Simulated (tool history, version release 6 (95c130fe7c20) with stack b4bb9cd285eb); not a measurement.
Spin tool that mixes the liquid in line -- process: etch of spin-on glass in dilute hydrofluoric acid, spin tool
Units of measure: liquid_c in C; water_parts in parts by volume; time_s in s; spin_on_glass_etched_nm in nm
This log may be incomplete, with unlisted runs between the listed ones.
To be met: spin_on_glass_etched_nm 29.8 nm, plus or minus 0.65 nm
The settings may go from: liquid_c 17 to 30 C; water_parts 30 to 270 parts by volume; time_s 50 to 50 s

| run | hour | liquid_c | water_parts | time_s | spin_on_glass_etched_nm |
|---|---|---|---|---|---|
| 1 | 0 | 22 | 150 | 50 | 18.788 |
| 2 | 5.5 | 19.5 | 150 | 50 | 16.952 |
| 3 | 11.2 | 19.5 | 150 | 50 | 17.01 |
| 4 | 19.7 | 19.5 | 100 | 50 | 26.841 |
| 5 | 21.3 | 20 | 100 | 50 | 27.42 |
| 6 | 24.5 | 20.5 | 100 | 50 | 27.992 |
| 7 | 32.9 | 21 | 100 | 50 | 28.564 |
| 8 | 36.8 | 21.5 | 100 | 50 | 28.714 |
|  | 37.8 | thermometer replaced |
| 9 | 37.8 | 22 | 100 | 50 | 26.932 |
| 10 | 41.7 | 22 | 100 | 50 | 26.799 |
| 11 | 42.8 | 22 | 95 | 50 | 28.717 |

Exercise: of the 5 proposed moves below, exactly one satisfies all targets within the stated allowed misses. Which move is it?
| A | 43.9 | 20.5 | 90 | 50 | ? |
| B | 43.9 | 23.5 | 100 | 50 | ? |
| C | 43.9 | 21.5 | 95 | 50 | ? |
| D | 43.9 | 23 | 100 | 50 | ? |
| E | 43.9 | 26 | 105 | 50 | ? |

| move | spin_on_glass_etched_nm |
|---|---|
| A | 28.784 |
| B | 28.907 |
| C | 28.244 |
| D | 28.336 |
| E | 30.182 |
A: gains on the last run, yet a result remains outside its allowed miss
B: gains on the last run, yet a result remains outside its allowed miss
C: lands further from the targets than the last run did
D: lands further from the targets than the last run did
E: in spec on every target
The right move is E.
